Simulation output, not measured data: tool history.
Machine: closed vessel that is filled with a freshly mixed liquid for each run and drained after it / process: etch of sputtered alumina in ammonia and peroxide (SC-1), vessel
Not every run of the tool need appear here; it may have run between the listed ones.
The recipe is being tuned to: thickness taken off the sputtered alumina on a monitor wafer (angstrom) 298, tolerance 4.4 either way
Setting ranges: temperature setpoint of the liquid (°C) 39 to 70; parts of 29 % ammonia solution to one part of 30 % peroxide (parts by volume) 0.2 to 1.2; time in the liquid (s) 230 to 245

run	day	temperature setpoint of the liquid (°C)	parts of 29 % ammonia solution to one part of 30 % peroxide (parts by volume)	time in the liquid (s)	thickness taken off the sputtered alumina on a monitor wafer (angstrom)
1	0	55	1	230	190.26
2	0.288	55	1	245	201.47
3	0.362	57	1	245	223.84
4	0.683	58.5	1	245	243.59
5	1.008	59.5	1	245	253.12
6	1.183	60.5	1	245	267.05
7	1.471	61	1	245	274.83
8	1.762	61.5	1	245	283.07
9	2.129	62	1	245	290.37

Exercise: of the 4 proposed moves below, exactly one satisfies all targets within the stated allowed misses. Which move is it?
A	2.496	61.5	0.8	245	?
B	2.496	61.5	1	245	?
C	2.496	63.5	0.9	235	?
D	2.496	62	1.2	235	?

move	thickness taken off the sputtered alumina on a monitor wafer (angstrom)
A	276.31
B	282.21
C	296.47
D	282.48
A: further off than the last run
B: further off than the last run
C: meets every target
D: further off than the last run
So the answer is move C, the one that meets all the targets.

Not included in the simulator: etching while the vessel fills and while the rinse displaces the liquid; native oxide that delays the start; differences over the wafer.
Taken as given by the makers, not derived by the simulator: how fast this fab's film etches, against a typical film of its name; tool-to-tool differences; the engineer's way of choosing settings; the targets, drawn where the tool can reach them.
